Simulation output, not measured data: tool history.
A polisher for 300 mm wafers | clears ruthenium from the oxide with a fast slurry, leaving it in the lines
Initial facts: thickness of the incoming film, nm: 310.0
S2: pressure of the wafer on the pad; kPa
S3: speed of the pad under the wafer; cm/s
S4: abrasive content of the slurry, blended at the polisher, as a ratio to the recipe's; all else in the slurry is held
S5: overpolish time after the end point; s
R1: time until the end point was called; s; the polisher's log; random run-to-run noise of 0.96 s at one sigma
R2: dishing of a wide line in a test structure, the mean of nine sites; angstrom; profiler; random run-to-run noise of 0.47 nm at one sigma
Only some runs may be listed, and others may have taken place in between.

run 1 day=0 | flow_of_slurry_(ml/min)=290 S2=23.4 S3=104 S4=1 S5=9 | R1=66.383 R2=270.96
run 2 day=0.15 | flow_of_slurry_(ml/min)=290 S2=22.8 S3=104 S4=1 S5=8 | R1=67.57 R2=236.42
run 3 day=0.379 | flow_of_slurry_(ml/min)=260 S2=22.8 S3=104 S4=1 S5=8 | R1=67.891 R2=239.42
run 4 day=0.546 | flow_of_slurry_(ml/min)=260 S2=22.8 S3=104 S4=1.1 S5=8 | R1=64.919 R2=246.25
-- day=0.712 slurry blender recalibrated
run 5 day=0.712 | flow_of_slurry_(ml/min)=260 S2=21.4 S3=104 S4=1.1 S5=7 | R1=56.956 R2=247.1
run 6 day=1.075 | flow_of_slurry_(ml/min)=260 S2=21.4 S3=104 S4=1.1 S5=4 | R1=56.715 R2=149.95
run 7 day=1.129 | flow_of_slurry_(ml/min)=260 S2=20.7 S3=104 S4=1.1 S5=4 | R1=58.609 R2=148.51
run 8 day=1.162 | flow_of_slurry_(ml/min)=260 S2=20 S3=104 S4=1.1 S5=4 | R1=60.377 R2=141.74
run 9 day=1.438 | flow_of_slurry_(ml/min)=260 S2=19.3 S3=102 S4=1.1 S5=6 | R1=63.442 R2=192.98

Estimate the outcome of run 10 from the log above:
run 10 day=1.55 | flow_of_slurry_(ml/min)=260 S2=18.6 S3=102 S4=1.1 S5=6 | R1=? R2=?

Run 10 produced R1 64.343 s, R2 193.88 angstrom.
